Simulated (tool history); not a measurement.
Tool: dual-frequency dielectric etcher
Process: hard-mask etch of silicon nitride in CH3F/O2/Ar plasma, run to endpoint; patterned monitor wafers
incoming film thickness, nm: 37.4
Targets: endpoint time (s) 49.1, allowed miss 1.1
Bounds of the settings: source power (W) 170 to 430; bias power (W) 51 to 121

| run | hour | source power (W) | bias power (W) | endpoint time (s) |
|---|---|---|---|---|
| 1 | 0 | 300 | 86 | 56.582 |
| 2 | 6.5 | 270 | 86 | 59.671 |
| 3 | 12 | 230 | 86 | 65.305 |
| 4 | 13.7 | 230 | 73 | 69.927 |
| 5 | 20.9 | 280 | 73 | 62.956 |
| 6 | 28.8 | 260 | 73 | 65.08 |
| 7 | 32.4 | 290 | 74 | 61.26 |
| 8 | 41.2 | 290 | 74 | 61.336 |
| 9 | 44.5 | 310 | 75 | 59.035 |
| 10 | 49 | 330 | 76 | 56.738 |
| 11 | 51.7 | 340 | 77 | 55.841 |
| 12 | 54.4 | 350 | 78 | 54.818 |
| 13 | 61.1 | 360 | 79 | 53.915 |
| 14 | 62.2 | 370 | 80 | 52.799 |

Which of these 5 next moves meets every target?
| A | 63.3 | 430 | 96 | ? |
| B | 63.3 | 390 | 78 | ? |
| C | 63.3 | 350 | 69 | ? |
| D | 63.3 | 390 | 89 | ? |
| E | 63.3 | 380 | 84 | ? |

| move | endpoint time (s) |
|---|---|
| A | 45.829 |
| B | 51.954 |
| C | 57.321 |
| D | 49.356 |
| E | 51.095 |
A: takes the result that was furthest off past its target
B: nearer than the last run, and not there yet
C: further off than the last run
D: meets every target
E: nearer than the last run, and not there yet
Answer: D
